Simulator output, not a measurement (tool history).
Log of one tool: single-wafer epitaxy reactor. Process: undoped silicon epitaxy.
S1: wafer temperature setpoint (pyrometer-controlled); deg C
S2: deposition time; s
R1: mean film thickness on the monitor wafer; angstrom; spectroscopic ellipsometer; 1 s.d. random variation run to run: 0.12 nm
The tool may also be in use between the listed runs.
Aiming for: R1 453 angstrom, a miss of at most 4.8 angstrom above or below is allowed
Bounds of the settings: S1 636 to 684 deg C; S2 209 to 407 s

| run | day | S1 | S2 | R1 |
|---|---|---|---|---|
| 1 | 0 | 660 | 308 | 547.78 |
| 2 | 0.196 | 660 | 279 | 497.36 |
| 3 | 0.225 | 659 | 279 | 486.11 |
| 4 | 0.371 | 654 | 279 | 429.88 |
| 5 | 0.567 | 645 | 279 | 342.82 |
| 6 | 0.775 | 648 | 279 | 370.47 |
| 7 | 1.042 | 648 | 279 | 371.85 |
| 8 | 1.196 | 650 | 279 | 387.82 |
| 9 | 1.392 | 651 | 279 | 398.97 |
| 10 | 1.658 | 658 | 279 | 474.13 |
| 11 | 1.783 | 657 | 279 | 462.41 |

Exercise: of the 4 proposed moves below, exactly one satisfies all targets within the stated allowed misses. Which move is it?
| A | 1.908 | 658 | 268 | ? |
| B | 1.908 | 657 | 280 | ? |
| C | 1.908 | 655 | 296 | ? |
| D | 1.908 | 650 | 334 | ? |

| move | R1 |
|---|---|
| A | 454.7 |
| B | 463.58 |
| C | 466.59 |
| D | 465.18 |
A: each result inside its tolerance
B: its largest miss is bigger than the last run's
C: its largest miss is bigger than the last run's
D: its largest miss is bigger than the last run's
Answer: A

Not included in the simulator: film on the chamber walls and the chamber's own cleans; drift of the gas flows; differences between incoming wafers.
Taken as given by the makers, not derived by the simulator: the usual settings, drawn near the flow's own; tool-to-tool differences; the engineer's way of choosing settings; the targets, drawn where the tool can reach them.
